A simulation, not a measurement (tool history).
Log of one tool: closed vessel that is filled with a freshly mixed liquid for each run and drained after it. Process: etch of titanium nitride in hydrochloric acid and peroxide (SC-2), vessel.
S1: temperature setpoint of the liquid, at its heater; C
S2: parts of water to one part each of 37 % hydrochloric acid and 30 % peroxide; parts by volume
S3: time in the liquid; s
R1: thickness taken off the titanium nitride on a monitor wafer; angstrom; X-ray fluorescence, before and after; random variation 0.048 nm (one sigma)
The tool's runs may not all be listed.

run	hour	S1	S2	S3	R1
1	0	49	6	375	125.78
2	2.8	54.5	6	375	181.09
3	7.2	54.5	6	375	178.3
4	12.6	54.5	6	375	181.47
5	21.2	59	6	375	242.85
6	24.4	55	6	375	184.79
7	25.6	52	6	375	154.43
8	33.4	44	6	375	89.464
9	38.1	43	6	375	82.927

Forecast run 10:
10	41.3	42.5	6	375	?

R1: 81.564 angstrom
